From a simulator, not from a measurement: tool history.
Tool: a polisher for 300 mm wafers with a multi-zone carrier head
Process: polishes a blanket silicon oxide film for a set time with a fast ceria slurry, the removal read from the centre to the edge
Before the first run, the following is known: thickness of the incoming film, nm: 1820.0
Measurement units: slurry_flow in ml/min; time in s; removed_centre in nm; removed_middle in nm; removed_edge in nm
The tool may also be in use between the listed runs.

run 1 hour=0 | slurry_flow=265 centre_zone=1 middle_zone=1 edge_zone=1 time=33 | removed_centre=517.47 removed_middle=512.36 removed_edge=537.43
run 2 hour=5.2 | slurry_flow=255 centre_zone=0.95 middle_zone=1.01 edge_zone=0.97 time=29 | removed_centre=444.44 removed_middle=458.32 removed_edge=470.1
run 3 hour=11.5 | slurry_flow=295 centre_zone=0.95 middle_zone=1.01 edge_zone=0.97 time=29 | removed_centre=448.63 removed_middle=466.19 removed_edge=478.45
run 4 hour=15.1 | slurry_flow=295 centre_zone=0.95 middle_zone=1.01 edge_zone=0.97 time=23 | removed_centre=346.92 removed_middle=359.12 removed_edge=380.8
run 5 hour=18.5 | slurry_flow=245 centre_zone=0.95 middle_zone=1.01 edge_zone=0.97 time=23 | removed_centre=345.04 removed_middle=361.72 removed_edge=371.1
run 6 hour=21.1 | slurry_flow=235 centre_zone=0.91 middle_zone=1.03 edge_zone=0.97 time=22 | removed_centre=313.45 removed_middle=350.81 removed_edge=349.1
run 7 hour=26.3 | slurry_flow=225 centre_zone=0.89 middle_zone=1.03 edge_zone=0.97 time=22 | removed_centre=305.93 removed_middle=343.75 removed_edge=362.17

For run 8, what comes out?
-- hour=30 edge zone pressure recalibrated
run 8 hour=30 | slurry_flow=220 centre_zone=0.88 middle_zone=1.05 edge_zone=0.96 time=21 | removed_centre=? removed_middle=? removed_edge=?

Run 8 yielded removed_centre 285.25 nm, removed_middle 339.08 nm, removed_edge 315.51 nm.
